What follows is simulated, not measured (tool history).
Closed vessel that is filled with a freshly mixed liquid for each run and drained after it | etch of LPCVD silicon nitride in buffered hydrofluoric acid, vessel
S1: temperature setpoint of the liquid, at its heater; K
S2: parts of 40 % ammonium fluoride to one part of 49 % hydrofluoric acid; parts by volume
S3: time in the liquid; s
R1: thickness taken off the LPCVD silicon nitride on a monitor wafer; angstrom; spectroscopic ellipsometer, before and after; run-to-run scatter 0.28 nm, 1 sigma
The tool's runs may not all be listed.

| run | hour | S1 | S2 | S3 | R1 |
|---|---|---|---|---|---|
| 1 | 0 | 296.15 | 7.5 | 1405 | 261.84 |
| 2 | 3.1 | 297.15 | 7.5 | 1405 | 277.06 |
| 3 | 6.6 | 295.65 | 7.5 | 1405 | 254.38 |
| 4 | 9.9 | 296.65 | 7.5 | 1405 | 269.89 |
| 5 | 14.8 | 294.15 | 7.5 | 1405 | 239.22 |
| 6 | 21.9 | 294.15 | 6.5 | 1405 | 266.01 |
| 7 | 24.9 | 298.15 | 6.5 | 1405 | 337.61 |
| 8 | 28.4 | 298.65 | 6.5 | 1405 | 346.72 |
| 9 | 33.5 | 298.65 | 6.5 | 1405 | 340.26 |

Estimate the outcome of run 10 from the log above:
| 10 | 39.1 | 299.15 | 6.5 | 1405 | ? |

{"run 10": {"R1": 355.74}}
